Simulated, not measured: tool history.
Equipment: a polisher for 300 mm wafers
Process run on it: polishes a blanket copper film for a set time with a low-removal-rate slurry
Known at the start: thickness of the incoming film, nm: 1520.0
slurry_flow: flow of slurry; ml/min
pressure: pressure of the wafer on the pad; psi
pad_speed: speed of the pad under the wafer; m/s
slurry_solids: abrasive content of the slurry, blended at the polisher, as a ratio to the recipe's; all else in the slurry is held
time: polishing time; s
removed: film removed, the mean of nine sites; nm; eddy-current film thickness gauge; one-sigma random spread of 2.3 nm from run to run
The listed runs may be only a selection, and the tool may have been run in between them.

| run | hour | slurry_flow | pressure | pad_speed | slurry_solids | time | removed |
|---|---|---|---|---|---|---|---|
| 1 | 0 | 190 | 2.1 | 1.16 | 1 | 90 | 243.98 |
| 2 | 5.8 | 190 | 2.1 | 1.16 | 1 | 94 | 243.19 |
| 3 | 12.3 | 220 | 2.1 | 1.16 | 1 | 94 | 248.33 |
| 4 | 15.8 | 220 | 1.9 | 1.16 | 1 | 94 | 229.95 |
| 5 | 23.4 | 220 | 1.9 | 1.16 | 1 | 90 | 215.1 |
| 6 | 25.5 | 220 | 1.9 | 1.16 | 1 | 90 | 220.06 |
| 7 | 32.8 | 220 | 1.9 | 1.16 | 1 | 90 | 224.09 |

Run 8 has not been measured yet. What should we expect?
| 8 | 38.3 | 220 | 1.7 | 1.14 | 1 | 90 | ? |

Run 8 produced removed 193.71 nm.
